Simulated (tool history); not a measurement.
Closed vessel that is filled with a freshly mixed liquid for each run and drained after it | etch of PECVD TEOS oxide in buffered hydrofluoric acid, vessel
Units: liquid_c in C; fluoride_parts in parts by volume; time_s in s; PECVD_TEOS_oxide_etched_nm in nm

{"run": 1, "hour": 0.0, "liquid_c": 23.0, "fluoride_parts": 22.5, "time_s": 30, "PECVD_TEOS_oxide_etched_nm": 37.351}
{"run": 2, "hour": 5.9, "liquid_c": 26.0, "fluoride_parts": 22.5, "time_s": 30, "PECVD_TEOS_oxide_etched_nm": 44.043}
{"run": 3, "hour": 9.6, "liquid_c": 27.0, "fluoride_parts": 20.5, "time_s": 30, "PECVD_TEOS_oxide_etched_nm": 49.717}
{"run": 4, "hour": 10.8, "liquid_c": 27.0, "fluoride_parts": 20.5, "time_s": 30, "PECVD_TEOS_oxide_etched_nm": 49.876}
{"run": 5, "hour": 15.3, "liquid_c": 27.0, "fluoride_parts": 18.0, "time_s": 30, "PECVD_TEOS_oxide_etched_nm": 56.222}
{"run": 6, "hour": 22.5, "liquid_c": 25.5, "fluoride_parts": 18.0, "time_s": 30, "PECVD_TEOS_oxide_etched_nm": 51.521}

Run 7 is up next; what results do you expect?
{"run": 7, "hour": 31.0, "liquid_c": 26.5, "fluoride_parts": 17.0, "time_s": 30, "PECVD_TEOS_oxide_etched_nm": "?"}

PECVD_TEOS_oxide_etched_nm: 57.431 nm
